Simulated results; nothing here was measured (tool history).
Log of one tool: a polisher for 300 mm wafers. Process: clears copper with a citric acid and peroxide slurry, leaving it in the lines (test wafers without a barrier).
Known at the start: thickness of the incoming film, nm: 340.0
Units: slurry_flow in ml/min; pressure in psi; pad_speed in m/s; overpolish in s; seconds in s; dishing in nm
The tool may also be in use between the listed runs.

run,hour,slurry_flow,pressure,pad_speed,slurry_solids,overpolish,seconds,dishing
1,0,200,3.8,1.42,1,24,98.146,50.027
2,6.3,200,3.8,1.46,1,22,98.377,47.314
3,10.8,205,3.8,1.48,1.05,20,93.638,44.621
4,12.7,205,3.8,1.48,0.9,20,97.216,43.017
5,14.5,205,3.8,1.48,0.9,28,96.924,55.623
6,19.2,205,3.8,1.48,0.7,28,104.89,51.597
7,26.9,220,3.7,1.54,0.65,25,108.18,48.415

Run 8 comes next. What will it give?
8,32,220,3.7,1.54,0.65,25,?,?

Run 8 yielded seconds 107.52 s, dishing 47.865 nm.
